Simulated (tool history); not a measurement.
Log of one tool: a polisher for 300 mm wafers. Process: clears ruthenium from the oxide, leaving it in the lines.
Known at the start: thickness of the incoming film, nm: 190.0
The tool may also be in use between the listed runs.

run    day  flow of slurry (ml/min)  pressure of the wafer on the pad (psi)  speed of the pad under the wafer (m/s)  overpolish time after the end point (s)  time until the end point was called (s)
  1      0                      280                                     2.6                                    1.24                                       32                                   96.666
  2  0.329                      280                                     2.6                                    0.94                                       32                                   122.23
  3  0.438                      280                                       3                                       1                                       32                                   100.86
  4  0.612                      280                                       3                                    1.22                                       32                                   84.825
  5  0.746                      280                                       3                                    0.96                                       32                                    105.4
  6  1.004                      345                                       3                                    0.96                                       32                                   100.02
  7  1.067                      360                                     3.7                                     1.1                                       32                                   73.125

Forecast run 8:
  8  1.142                      360                                     3.8                                    1.12                                       32                                        ?

{"run 8": {"time until the end point was called (s)": 71.054}}
